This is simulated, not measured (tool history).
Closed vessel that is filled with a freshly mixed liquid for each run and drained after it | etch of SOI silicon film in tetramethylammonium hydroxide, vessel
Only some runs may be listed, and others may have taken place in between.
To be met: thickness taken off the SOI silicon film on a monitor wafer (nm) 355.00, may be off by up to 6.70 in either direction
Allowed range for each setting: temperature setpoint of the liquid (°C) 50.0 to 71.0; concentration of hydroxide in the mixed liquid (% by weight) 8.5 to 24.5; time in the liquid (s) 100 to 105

run  hour  temperature setpoint of the liquid (°C)  concentration of hydroxide in the mixed liquid (% by weight)  time in the liquid (s)  thickness taken off the SOI silicon film on a monitor wafer (nm)
  1   0.0                                     58.0                                                          16.5                     100                                                            309.63
  2   2.5                                     58.5                                                          16.5                     100                                                            319.27
  3   8.9                                     62.0                                                          16.5                     100                                                            395.87
  4  10.5                                     62.0                                                          16.5                     105                                                            416.13
  5  12.9                                     62.0                                                          16.5                     105                                                            415.74
  6  20.9                                     61.0                                                          16.5                     105                                                            394.58
  7  27.1                                     60.5                                                          16.5                     105                                                            377.90
  8  31.9                                     60.0                                                          16.5                     105                                                            367.31

Which one of the following 4 next-run settings gets every result inside its allowed miss? There is exactly one.
  A  36.7                                     60.5                                                          17.0                     100                                                                 ?
  B  36.7                                     60.5                                                          17.5                     105                                                                 ?
  C  36.7                                     59.5                                                          19.0                     105                                                                 ?
  D  36.7                                     60.5                                                          21.5                     105                                                                 ?

move  thickness taken off the SOI silicon film on a monitor wafer (nm)
   A                                                            357.01
   B                                                            370.74
   C                                                            336.66
   D                                                            337.77
A: in spec on every target
B: the biggest miss grows against the last run
C: moves the result that the last run missed by most past its target, out the other side
D: moves the result that the last run missed by most past its target, out the other side
A meets every target.
